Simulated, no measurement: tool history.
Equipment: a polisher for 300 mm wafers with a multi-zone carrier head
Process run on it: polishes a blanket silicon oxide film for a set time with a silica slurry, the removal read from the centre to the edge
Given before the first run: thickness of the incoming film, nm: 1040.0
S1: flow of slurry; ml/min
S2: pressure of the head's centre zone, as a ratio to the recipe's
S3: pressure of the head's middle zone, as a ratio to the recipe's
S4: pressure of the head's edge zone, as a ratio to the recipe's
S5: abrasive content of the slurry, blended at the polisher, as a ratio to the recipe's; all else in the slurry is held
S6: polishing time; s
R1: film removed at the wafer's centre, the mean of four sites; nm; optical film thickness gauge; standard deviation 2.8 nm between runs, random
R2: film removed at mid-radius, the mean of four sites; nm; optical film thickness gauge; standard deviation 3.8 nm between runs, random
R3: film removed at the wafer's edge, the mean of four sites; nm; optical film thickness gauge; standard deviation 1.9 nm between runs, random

run	hour	S1	S2	S3	S4	S5	S6	R1	R2	R3
1	0.0	245	1.00	1.00	1.00	1.00	56	225.95	226.18	220.36
2	2.7	245	1.07	1.00	1.00	1.00	56	239.39	229.47	221.54
3	5.1	250	1.05	1.01	1.06	1.10	56	247.60	249.76	243.26
4	13.4	250	1.05	1.06	1.06	1.10	56	248.06	255.33	243.25
5	21.8	250	1.05	1.06	1.06	1.25	56	264.50	270.61	258.24
6	26.9	250	1.00	1.06	1.06	1.25	56	254.92	279.06	260.55
7	31.4	255	1.01	1.02	1.09	1.25	56	263.59	268.03	264.01
8	38.5	255	0.99	1.01	1.12	1.25	56	256.99	262.01	267.13

Run 9 is up next; what results do you expect?
9	46.5	260	0.99	1.01	1.14	1.25	56	?	?	?

Run 9 produced R1 251.69 nm, R2 259.76 nm, R3 270.72 nm.
